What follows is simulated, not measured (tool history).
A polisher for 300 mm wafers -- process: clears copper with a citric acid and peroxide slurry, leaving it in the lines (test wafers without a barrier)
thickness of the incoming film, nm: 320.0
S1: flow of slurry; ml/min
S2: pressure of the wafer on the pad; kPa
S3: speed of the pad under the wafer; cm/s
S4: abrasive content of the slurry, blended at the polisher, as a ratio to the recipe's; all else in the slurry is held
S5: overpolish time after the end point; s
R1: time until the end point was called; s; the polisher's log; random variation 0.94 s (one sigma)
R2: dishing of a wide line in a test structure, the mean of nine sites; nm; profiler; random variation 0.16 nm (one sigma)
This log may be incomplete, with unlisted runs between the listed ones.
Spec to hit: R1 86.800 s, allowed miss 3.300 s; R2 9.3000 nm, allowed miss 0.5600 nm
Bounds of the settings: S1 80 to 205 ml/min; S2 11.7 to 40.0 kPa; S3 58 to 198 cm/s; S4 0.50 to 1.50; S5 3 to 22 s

{"run": 1, "hour": 0.0, "S1": 135, "S2": 25.5, "S3": 128, "S4": 1.0, "S5": 11, "R1": 104.13, "R2": 17.751}
{"run": 2, "hour": 7.4, "S1": 135, "S2": 25.5, "S3": 112, "S4": 1.0, "S5": 11, "R1": 122.11, "R2": 16.575}
{"run": 3, "hour": 10.3, "S1": 120, "S2": 24.8, "S3": 132, "S4": 0.85, "S5": 9, "R1": 112.27, "R2": 14.824}
{"run": 4, "hour": 16.0, "S1": 120, "S2": 23.4, "S3": 146, "S4": 0.85, "S5": 7, "R1": 105.72, "R2": 12.133}
{"run": 5, "hour": 17.0, "S1": 120, "S2": 23.4, "S3": 146, "S4": 0.85, "S5": 3, "R1": 109.18, "R2": 5.8462}
{"run": 6, "hour": 18.1, "S1": 120, "S2": 23.4, "S3": 146, "S4": 0.85, "S5": 8, "R1": 105.91, "R2": 14.039}
{"run": 7, "hour": 23.8, "S1": 135, "S2": 24.1, "S3": 144, "S4": 0.95, "S5": 8, "R1": 102.3, "R2": 14.644}
{"run": 8, "hour": 28.0, "S1": 125, "S2": 25.5, "S3": 142, "S4": 1.05, "S5": 7, "R1": 97.125, "R2": 14.231}
{"run": 9, "hour": 31.8, "S1": 140, "S2": 26.9, "S3": 140, "S4": 1.0, "S5": 7, "R1": 94.046, "R2": 14.606}
{"run": 10, "hour": 36.8, "S1": 130, "S2": 28.3, "S3": 142, "S4": 0.85, "S5": 6, "R1": 90.993, "R2": 12.407}
{"run": 11, "hour": 40.1, "S1": 130, "S2": 29.0, "S3": 142, "S4": 0.8, "S5": 5, "R1": 88.918, "R2": 11.372}

Below are 5 possible settings for the next run. Only one of them brings all results inside the allowed miss of their targets. Which is it?
{"run": "A", "hour": 43.4, "S1": 150, "S2": 29.0, "S3": 140, "S4": 0.75, "S5": 5, "R1": "?", "R2": "?"}
{"run": "B", "hour": 43.4, "S1": 140, "S2": 29.0, "S3": 130, "S4": 0.9, "S5": 5, "R1": "?", "R2": "?"}
{"run": "C", "hour": 43.4, "S1": 125, "S2": 25.5, "S3": 148, "S4": 1.1, "S5": 8, "R1": "?", "R2": "?"}
{"run": "D", "hour": 43.4, "S1": 120, "S2": 31.0, "S3": 134, "S4": 0.95, "S5": 4, "R1": "?", "R2": "?"}
{"run": "E", "hour": 43.4, "S1": 120, "S2": 29.6, "S3": 146, "S4": 0.65, "S5": 7, "R1": "?", "R2": "?"}

move=A R1=89.232 R2=10.8650
move=B R1=93.702 R2=10.4110
move=C R1=92.971 R2=15.5540
move=D R1=87.005 R2=9.1294
move=E R1=89.518 R2=14.4250
A: nearer than the last run, and not there yet
B: nearer than the last run, and not there yet
C: its largest miss is bigger than the last run's
D: hits every target within its allowed miss
E: its largest miss is bigger than the last run's
Go with D: it meets all targets.
